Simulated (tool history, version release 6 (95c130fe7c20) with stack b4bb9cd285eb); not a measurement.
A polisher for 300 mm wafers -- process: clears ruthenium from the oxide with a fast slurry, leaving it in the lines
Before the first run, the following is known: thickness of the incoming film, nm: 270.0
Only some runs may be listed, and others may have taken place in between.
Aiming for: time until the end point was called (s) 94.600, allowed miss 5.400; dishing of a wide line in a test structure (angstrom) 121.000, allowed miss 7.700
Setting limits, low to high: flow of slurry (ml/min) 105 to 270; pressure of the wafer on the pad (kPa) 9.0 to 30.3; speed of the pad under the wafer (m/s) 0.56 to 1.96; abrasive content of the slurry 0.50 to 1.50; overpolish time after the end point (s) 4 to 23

run	hour	flow of slurry (ml/min)	pressure of the wafer on the pad (kPa)	speed of the pad under the wafer (m/s)	abrasive content of the slurry	overpolish time after the end point (s)	time until the end point was called (s)	dishing of a wide line in a test structure (angstrom)
1	0.0	175	19.3	1.26	1.00	12	47.712	510.120
2	7.3	175	19.3	1.26	1.00	10	48.223	421.590
3	13.3	175	19.3	1.26	1.00	14	49.512	567.560
4	18.5	175	17.9	1.16	1.00	12	56.310	436.600
5	23.6	175	17.9	1.16	1.00	15	55.322	542.810
6	26.0	180	16.5	1.06	1.05	13	64.621	412.600
7	34.1	185	15.9	1.00	1.10	11	69.409	330.070
8	42.8	200	15.2	0.94	1.15	10	72.373	291.140
9	47.8	210	14.5	0.90	1.20	9	79.666	238.110
10	49.2	220	13.8	0.88	1.25	8	81.463	212.190
11	51.2	230	13.1	0.86	1.30	7	86.651	175.390
12	57.6	230	13.1	0.86	1.30	7	87.850	184.070
13	60.8	235	13.1	0.86	1.35	6	86.407	155.940

Which one of the following 5 next-run settings gets every result inside its allowed miss? There is exactly one.
A	64.0	240	10.3	1.06	1.35	4	?	?
B	64.0	220	13.1	0.80	1.35	4	?	?
C	64.0	260	14.5	0.68	1.35	5	?	?
D	64.0	230	13.1	0.90	1.45	4	?	?
E	64.0	165	15.9	0.90	1.15	4	?	?

move	time until the end point was called (s)	dishing of a wide line in a test structure (angstrom)
A	85.384	106.430
B	91.685	99.331
C	95.852	118.080
D	79.443	114.120
E	76.393	118.510
A: takes the result that was furthest off past its target
B: takes the result that was furthest off past its target
C: hits every target within its allowed miss
D: brings the last run's worst result on target, with another outside its allowed miss
E: brings the last run's worst result on target, with another outside its allowed miss
C is the move that brings every result within its allowed miss.
